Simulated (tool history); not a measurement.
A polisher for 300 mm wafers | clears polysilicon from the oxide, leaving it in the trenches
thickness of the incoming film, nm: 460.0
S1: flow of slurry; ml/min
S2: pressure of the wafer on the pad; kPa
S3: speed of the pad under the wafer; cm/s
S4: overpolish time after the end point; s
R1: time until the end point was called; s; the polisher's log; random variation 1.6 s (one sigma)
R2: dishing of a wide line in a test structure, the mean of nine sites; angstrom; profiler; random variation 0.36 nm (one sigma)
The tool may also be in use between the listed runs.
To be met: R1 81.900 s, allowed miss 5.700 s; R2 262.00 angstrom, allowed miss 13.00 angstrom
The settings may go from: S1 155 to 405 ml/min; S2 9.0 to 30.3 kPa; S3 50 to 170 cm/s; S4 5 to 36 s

run	day	S1	S2	S3	S4	R1	R2
1	0.000	260	19.3	110	18	28.152	404.97
2	0.354	260	15.2	110	18	33.446	403.55
3	0.658	325	15.2	110	18	33.803	407.32
4	0.896	270	13.1	90	14	47.993	388.34
5	0.967	270	10.3	90	14	58.664	371.84
6	1.288	230	9.7	84	11	63.628	340.04
7	1.629	160	10.3	54	5	101.010	164.09
8	1.950	200	10.3	56	5	94.341	174.05
9	2.112	220	9.7	60	7	91.133	221.27
10	2.408	240	9.7	62	7	85.750	227.88
11	2.471	255	9.7	62	7	87.821	236.11
12	2.762	270	9.7	64	7	84.469	233.54
13	2.892	275	9.7	66	7	85.692	241.47
14	3.008	275	9.7	66	7	82.867	236.52
15	3.375	275	9.7	68	7	80.127	245.12
16	3.738	280	9.7	68	7	80.884	246.23
17	4.046	285	9.7	68	7	82.758	247.61
18	4.175	290	9.7	70	7	79.137	248.92

4 next moves are on the table. One of them brings every result within its allowed miss. Which?
A	4.304	305	9.0	80	7	?	?
B	4.304	280	11.0	70	7	?	?
C	4.304	320	11.7	56	8	?	?
D	4.304	300	11.7	64	7	?	?

move	R1	R2
A	75.316	260.23
B	72.364	266.30
C	83.916	264.09
D	74.351	262.19
A: brings the result that was furthest off to its target, and leaves another outside
B: brings the result that was furthest off to its target, and leaves another outside
C: meets every target
D: brings the result that was furthest off to its target, and leaves another outside
Answer: C
